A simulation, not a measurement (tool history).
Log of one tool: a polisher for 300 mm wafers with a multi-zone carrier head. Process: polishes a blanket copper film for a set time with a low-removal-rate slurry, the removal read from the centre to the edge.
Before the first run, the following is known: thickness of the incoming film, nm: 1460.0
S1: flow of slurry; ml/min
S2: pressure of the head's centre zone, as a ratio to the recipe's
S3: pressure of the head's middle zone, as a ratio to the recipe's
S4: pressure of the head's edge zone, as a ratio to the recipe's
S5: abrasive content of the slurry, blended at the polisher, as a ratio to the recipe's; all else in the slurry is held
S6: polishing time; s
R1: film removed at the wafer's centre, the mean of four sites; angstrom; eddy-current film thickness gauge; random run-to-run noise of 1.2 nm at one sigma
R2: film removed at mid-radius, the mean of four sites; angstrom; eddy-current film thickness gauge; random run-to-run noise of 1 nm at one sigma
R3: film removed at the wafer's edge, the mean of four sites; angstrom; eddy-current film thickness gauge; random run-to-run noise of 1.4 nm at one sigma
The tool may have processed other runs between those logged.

{"run": 1, "hour": 0.0, "S1": 130, "S2": 1, "S3": 1, "S4": 1, "S5": 1, "S6": 56, "R1": 1675.9, "R2": 1859.4, "R3": 1791.1}
{"run": 2, "hour": 4.1, "S1": 130, "S2": 1, "S3": 1, "S4": 1, "S5": 1, "S6": 70, "R1": 2104.1, "R2": 2342.9, "R3": 2265.1}
{"run": 3, "hour": 11.7, "S1": 130, "S2": 1.06, "S3": 1, "S4": 1, "S5": 1, "S6": 70, "R1": 2227.1, "R2": 2325.4, "R3": 2255.7}
{"run": 4, "hour": 14.8, "S1": 130, "S2": 1.06, "S3": 1, "S4": 1, "S5": 0.8, "S6": 70, "R1": 2156.3, "R2": 2259.8, "R3": 2172.6}
{"run": 5, "hour": 19.2, "S1": 130, "S2": 1.06, "S3": 1, "S4": 0.96, "S5": 0.75, "S6": 64, "R1": 1921.7, "R2": 2053.6, "R3": 1943.7}
{"run": 6, "hour": 23.1, "S1": 130, "S2": 1.06, "S3": 1, "S4": 0.96, "S5": 0.75, "S6": 76, "R1": 2321.9, "R2": 2404.8, "R3": 2305.6}

Run 7, settings as shown, results not yet in. Your forecast:
{"run": 7, "hour": 26.6, "S1": 130, "S2": 1.12, "S3": 1, "S4": 0.86, "S5": 0.5, "S6": 60, "R1": "?", "R2": "?", "R3": "?"}

{"run 7": {"R1": 1812.3, "R2": 1801.9, "R3": 1664.1}}
